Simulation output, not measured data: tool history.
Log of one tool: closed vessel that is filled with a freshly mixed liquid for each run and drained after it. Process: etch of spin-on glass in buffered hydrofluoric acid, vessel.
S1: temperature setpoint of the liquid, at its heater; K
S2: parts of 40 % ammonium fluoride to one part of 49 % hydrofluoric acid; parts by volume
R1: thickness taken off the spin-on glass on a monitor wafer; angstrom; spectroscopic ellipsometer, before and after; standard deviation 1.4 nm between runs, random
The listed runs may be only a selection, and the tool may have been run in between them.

{"run": 1, "day": 0.0, "S1": 297.15, "S2": 23.5, "time in the liquid (s)": 100, "R1": 1921.8}
{"run": 2, "day": 0.362, "S1": 297.15, "S2": 23.5, "time in the liquid (s)": 105, "R1": 1986}
{"run": 3, "day": 0.542, "S1": 295.65, "S2": 23.5, "time in the liquid (s)": 105, "R1": 1832.2}
{"run": 4, "day": 0.9, "S1": 297.65, "S2": 23.5, "time in the liquid (s)": 105, "R1": 2053}
{"run": 5, "day": 1.154, "S1": 295.65, "S2": 24, "time in the liquid (s)": 105, "R1": 1839.6}
{"run": 6, "day": 1.196, "S1": 294.15, "S2": 24, "time in the liquid (s)": 105, "R1": 1697}
{"run": 7, "day": 1.342, "S1": 293.15, "S2": 24, "time in the liquid (s)": 105, "R1": 1603.7}

What will run 8 give?
{"run": 8, "day": 1.571, "S1": 292.65, "S2": 24, "time in the liquid (s)": 105, "R1": "?"}

{"run 8": {"R1": 1558.8}}

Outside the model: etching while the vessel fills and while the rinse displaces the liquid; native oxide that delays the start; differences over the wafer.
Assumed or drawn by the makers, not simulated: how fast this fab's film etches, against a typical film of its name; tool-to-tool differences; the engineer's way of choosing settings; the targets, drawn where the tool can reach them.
